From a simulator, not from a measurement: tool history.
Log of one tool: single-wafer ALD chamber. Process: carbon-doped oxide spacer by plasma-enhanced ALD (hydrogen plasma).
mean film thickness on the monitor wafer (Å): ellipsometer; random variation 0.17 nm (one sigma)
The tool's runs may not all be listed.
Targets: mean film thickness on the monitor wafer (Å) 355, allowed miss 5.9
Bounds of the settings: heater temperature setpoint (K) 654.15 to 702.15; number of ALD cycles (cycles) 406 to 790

| run | hour | heater temperature setpoint (K) | number of ALD cycles (cycles) | mean film thickness on the monitor wafer (Å) |
|---|---|---|---|---|
| 1 | 0 | 678.15 | 598 | 301.03 |
| 2 | 8.2 | 678.15 | 564 | 283.52 |
| 3 | 15.7 | 674.15 | 564 | 288.29 |
| 4 | 18.9 | 674.15 | 615 | 312.25 |
|  | 24.4 | thermocouple changed; heater temperature recalibrated |
| 5 | 24.4 | 674.15 | 653 | 337.27 |
| 6 | 30.5 | 674.15 | 573 | 298.42 |
| 7 | 38.7 | 674.15 | 573 | 297.38 |
| 8 | 46.4 | 672.15 | 579 | 301.88 |
| 9 | 55.2 | 670.15 | 585 | 305.85 |
| 10 | 62.2 | 668.15 | 592 | 307.35 |
| 11 | 64.1 | 668.15 | 592 | 305.09 |
| 12 | 71.2 | 668.15 | 604 | 314.55 |
| 13 | 72.1 | 667.15 | 612 | 314.43 |
| 14 | 77.9 | 667.15 | 622 | 324.23 |
| 15 | 82 | 666.15 | 628 | 326.59 |

5 next moves are on the table. One of them brings every result within its allowed miss. Which?
| A | 86.1 | 675.15 | 577 | ? |
| B | 86.1 | 665.15 | 602 | ? |
| C | 86.1 | 673.15 | 683 | ? |
| D | 86.1 | 654.15 | 725 | ? |
| E | 86.1 | 666.15 | 552 | ? |

| move | mean film thickness on the monitor wafer (Å) |
|---|---|
| A | 298.36 |
| B | 313.5 |
| C | 355.04 |
| D | 377.56 |
| E | 287.46 |
A: further off than the last run
B: further off than the last run
C: meets every target
D: takes the result that was furthest off past its target
E: further off than the last run
The right move is C.

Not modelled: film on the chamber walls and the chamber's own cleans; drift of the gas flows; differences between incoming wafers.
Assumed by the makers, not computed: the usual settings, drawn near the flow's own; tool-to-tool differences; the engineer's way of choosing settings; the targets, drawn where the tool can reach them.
